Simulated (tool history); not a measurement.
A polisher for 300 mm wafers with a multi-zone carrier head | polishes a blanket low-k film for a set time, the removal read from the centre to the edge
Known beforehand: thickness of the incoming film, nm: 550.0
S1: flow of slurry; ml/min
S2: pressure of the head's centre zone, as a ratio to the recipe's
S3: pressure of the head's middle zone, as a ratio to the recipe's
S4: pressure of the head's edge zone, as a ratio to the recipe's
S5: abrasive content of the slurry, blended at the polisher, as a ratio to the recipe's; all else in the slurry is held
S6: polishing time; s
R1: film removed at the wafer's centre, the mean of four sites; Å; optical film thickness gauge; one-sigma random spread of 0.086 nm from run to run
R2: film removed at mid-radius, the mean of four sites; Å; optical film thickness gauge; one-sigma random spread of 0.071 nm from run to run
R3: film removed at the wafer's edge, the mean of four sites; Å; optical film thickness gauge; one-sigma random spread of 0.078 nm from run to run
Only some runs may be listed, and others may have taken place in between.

{"run": 1, "day": 0.0, "S1": 190, "S2": 1, "S3": 1, "S4": 1, "S5": 1, "S6": 40, "R1": 141.69, "R2": 140.68, "R3": 142.45}
{"run": 2, "day": 0.129, "S1": 185, "S2": 0.98, "S3": 1, "S4": 0.97, "S5": 0.95, "S6": 40, "R1": 134.51, "R2": 137.24, "R3": 138.27}
{"run": 3, "day": 0.333, "S1": 185, "S2": 0.98, "S3": 0.96, "S4": 0.97, "S5": 0.95, "S6": 40, "R1": 136.57, "R2": 133.53, "R3": 138.7}
{"run": 4, "day": 0.608, "S1": 180, "S2": 0.97, "S3": 0.97, "S4": 0.95, "S5": 0.85, "S6": 40, "R1": 125.98, "R2": 127.69, "R3": 127.81}
{"run": 5, "day": 0.754, "S1": 180, "S2": 0.97, "S3": 0.97, "S4": 0.9, "S5": 0.85, "S6": 40, "R1": 128.73, "R2": 127.67, "R3": 126.03}
{"run": 6, "day": 1.067, "S1": 180, "S2": 0.94, "S3": 0.97, "S4": 0.9, "S5": 0.85, "S6": 40, "R1": 123.38, "R2": 127.85, "R3": 128.49}
{"run": 7, "day": 1.412, "S1": 140, "S2": 0.91, "S3": 0.99, "S4": 0.81, "S5": 0.6, "S6": 40, "R1": 99.878, "R2": 105.78, "R3": 100.65}

Run 8, settings as shown, results not yet in. Your forecast:
{"run": 8, "day": 1.438, "S1": 150, "S2": 0.91, "S3": 0.99, "S4": 0.82, "S5": 0.6, "S6": 40, "R1": "?", "R2": "?", "R3": "?"}

R1: 100.64 Å
R2: 109.14 Å
R3: 101.95 Å
